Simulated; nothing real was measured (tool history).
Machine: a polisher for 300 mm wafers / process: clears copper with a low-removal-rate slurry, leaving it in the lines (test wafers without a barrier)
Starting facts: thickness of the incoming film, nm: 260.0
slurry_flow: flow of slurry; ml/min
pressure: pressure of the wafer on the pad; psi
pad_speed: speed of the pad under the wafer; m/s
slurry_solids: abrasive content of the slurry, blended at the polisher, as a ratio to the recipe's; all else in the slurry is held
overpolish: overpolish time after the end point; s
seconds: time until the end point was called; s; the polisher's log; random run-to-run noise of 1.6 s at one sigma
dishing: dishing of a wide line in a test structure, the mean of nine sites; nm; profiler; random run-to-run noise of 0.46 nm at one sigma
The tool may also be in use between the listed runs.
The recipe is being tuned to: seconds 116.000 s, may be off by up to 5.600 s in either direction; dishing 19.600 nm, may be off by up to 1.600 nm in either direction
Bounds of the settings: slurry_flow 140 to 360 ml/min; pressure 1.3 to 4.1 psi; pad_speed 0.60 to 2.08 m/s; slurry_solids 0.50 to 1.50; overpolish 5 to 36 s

{"run": 1, "hour": 0.0, "slurry_flow": 230, "pressure": 2.7, "pad_speed": 1.34, "slurry_solids": 1.0, "overpolish": 18, "seconds": 74.067, "dishing": 27.044}
{"run": 2, "hour": 2.7, "slurry_flow": 230, "pressure": 2.7, "pad_speed": 1.34, "slurry_solids": 1.15, "overpolish": 18, "seconds": 71.069, "dishing": 28.342}
{"run": 3, "hour": 3.3, "slurry_flow": 230, "pressure": 2.7, "pad_speed": 1.34, "slurry_solids": 1.15, "overpolish": 11, "seconds": 71.55, "dishing": 21.166}
{"run": 4, "hour": 4.3, "slurry_flow": 205, "pressure": 2.7, "pad_speed": 1.34, "slurry_solids": 1.15, "overpolish": 11, "seconds": 71.889, "dishing": 21.387}
{"run": 5, "hour": 10.8, "slurry_flow": 205, "pressure": 2.3, "pad_speed": 1.32, "slurry_solids": 1.15, "overpolish": 12, "seconds": 83.904, "dishing": 19.54}
{"run": 6, "hour": 15.8, "slurry_flow": 205, "pressure": 2.1, "pad_speed": 1.3, "slurry_solids": 1.15, "overpolish": 14, "seconds": 92.659, "dishing": 20.955}
{"run": 7, "hour": 18.7, "slurry_flow": 205, "pressure": 1.5, "pad_speed": 1.26, "slurry_solids": 1.15, "overpolish": 12, "seconds": 133.27, "dishing": 14.478}
{"run": 8, "hour": 25.5, "slurry_flow": 205, "pressure": 1.6, "pad_speed": 1.26, "slurry_solids": 1.15, "overpolish": 14, "seconds": 124.49, "dishing": 16.698}

Exactly one of the 4 candidate moves below puts every result within its allowed miss. Which one?
{"run": "A", "hour": 32.3, "slurry_flow": 220, "pressure": 1.9, "pad_speed": 1.16, "slurry_solids": 1.15, "overpolish": 16, "seconds": "?", "dishing": "?"}
{"run": "B", "hour": 32.3, "slurry_flow": 165, "pressure": 1.3, "pad_speed": 1.5, "slurry_solids": 1.05, "overpolish": 13, "seconds": "?", "dishing": "?"}
{"run": "C", "hour": 32.3, "slurry_flow": 205, "pressure": 1.5, "pad_speed": 1.3, "slurry_solids": 1.25, "overpolish": 13, "seconds": "?", "dishing": "?"}
{"run": "D", "hour": 32.3, "slurry_flow": 205, "pressure": 1.5, "pad_speed": 1.34, "slurry_solids": 1.15, "overpolish": 13, "seconds": "?", "dishing": "?"}

move=A seconds=114.610 dishing=19.518
move=B seconds=136.380 dishing=15.077
move=C seconds=127.780 dishing=15.862
move=D seconds=126.090 dishing=16.002
A: in spec on every target
B: moves away from the targets compared with the last run
C: moves away from the targets compared with the last run
D: moves away from the targets compared with the last run
Move A is the one to make.

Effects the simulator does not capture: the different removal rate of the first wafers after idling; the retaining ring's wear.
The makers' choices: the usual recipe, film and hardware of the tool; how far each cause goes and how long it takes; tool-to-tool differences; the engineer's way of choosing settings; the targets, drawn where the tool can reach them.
